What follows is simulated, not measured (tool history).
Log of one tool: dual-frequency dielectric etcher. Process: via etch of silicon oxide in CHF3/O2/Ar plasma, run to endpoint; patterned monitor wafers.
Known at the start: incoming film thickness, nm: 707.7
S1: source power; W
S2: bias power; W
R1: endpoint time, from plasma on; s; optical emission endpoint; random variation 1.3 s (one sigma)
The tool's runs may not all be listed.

run,day,S1,S2,R1
1,0,760,161,375.39
2,0.204,840,161,359.73
3,0.521,780,160,374.2
4,0.721,780,186,354.68
5,0.967,900,186,335.95
6,1.033,950,186,328.94
7,1.258,860,181,342.9
8,1.304,790,177,359.64
9,1.375,790,177,357.75
10,1.708,730,174,373.64
11,1.804,690,173,383.35
12,2,660,172,390.71
13,2.275,630,171,398.15

Run 14 comes next. What will it give?
14,2.396,610,171,?

{"run 14": {"R1": 404.36}}
